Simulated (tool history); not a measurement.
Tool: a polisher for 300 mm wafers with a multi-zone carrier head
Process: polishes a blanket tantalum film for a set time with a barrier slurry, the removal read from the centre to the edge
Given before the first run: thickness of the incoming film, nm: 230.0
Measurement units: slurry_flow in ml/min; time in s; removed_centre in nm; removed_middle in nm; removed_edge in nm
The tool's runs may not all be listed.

Run 1, day 0.000: slurry_flow 225 ml/min, centre_zone 1.00, middle_zone 1.00, edge_zone 1.00, slurry_solids 1.00, time 62 s. Result: removed_centre 70.693 nm, removed_middle 70.357 nm, removed_edge 69.762 nm.
Run 2, day 0.179: slurry_flow 225 ml/min, centre_zone 1.00, middle_zone 1.00, edge_zone 1.05, slurry_solids 1.00, time 62 s. Result: removed_centre 70.268 nm, removed_middle 69.701 nm, removed_edge 71.577 nm.
Run 3, day 0.388: slurry_flow 225 ml/min, centre_zone 1.00, middle_zone 1.00, edge_zone 1.05, slurry_solids 1.00, time 77 s. Result: removed_centre 88.276 nm, removed_middle 87.736 nm, removed_edge 87.656 nm.
Run 4, day 0.479: slurry_flow 225 ml/min, centre_zone 1.00, middle_zone 1.00, edge_zone 1.09, slurry_solids 1.00, time 77 s. Result: removed_centre 88.967 nm, removed_middle 85.686 nm, removed_edge 91.016 nm.
Run 5, day 0.621: slurry_flow 220 ml/min, centre_zone 1.02, middle_zone 0.96, edge_zone 1.08, slurry_solids 0.85, time 73 s. Result: removed_centre 80.692 nm, removed_middle 76.883 nm, removed_edge 79.053 nm.
Run 6, day 0.904: slurry_flow 220 ml/min, centre_zone 1.06, middle_zone 0.96, edge_zone 1.08, slurry_solids 0.85, time 73 s. Result: removed_centre 84.252 nm, removed_middle 75.653 nm, removed_edge 81.668 nm.
Run 7, day 1.229: slurry_flow 215 ml/min, centre_zone 1.07, middle_zone 0.93, edge_zone 1.10, slurry_solids 0.75, time 69 s. Result: removed_centre 76.485 nm, removed_middle 65.504 nm, removed_edge 74.083 nm.
Run 8, day 1.275: slurry_flow 210 ml/min, centre_zone 1.07, middle_zone 0.90, edge_zone 1.10, slurry_solids 0.70, time 68 s. Result: removed_centre 74.890 nm, removed_middle 63.004 nm, removed_edge 71.589 nm.
Run 9, day 1.458: slurry_flow 205 ml/min, centre_zone 1.07, middle_zone 0.88, edge_zone 1.11, slurry_solids 0.65, time 66 s. Result: removed_centre 69.303 nm, removed_middle 57.807 nm, removed_edge 66.841 nm.
Run 10, day 1.771: slurry_flow 205 ml/min, centre_zone 1.07, middle_zone 0.88, edge_zone 1.11, slurry_solids 0.65, time 66 s. Result: removed_centre 70.251 nm, removed_middle 56.942 nm, removed_edge 69.159 nm.

Predict the results of run 11:
Run 11, day 1.983: slurry_flow 200 ml/min, centre_zone 1.06, middle_zone 0.87, edge_zone 1.09, slurry_solids 0.60, time 66 s. Result: removed_centre ?, removed_middle ?, removed_edge ?.

Run 11 came out at removed_centre 67.413 nm, removed_middle 55.257 nm, removed_edge 64.548 nm.
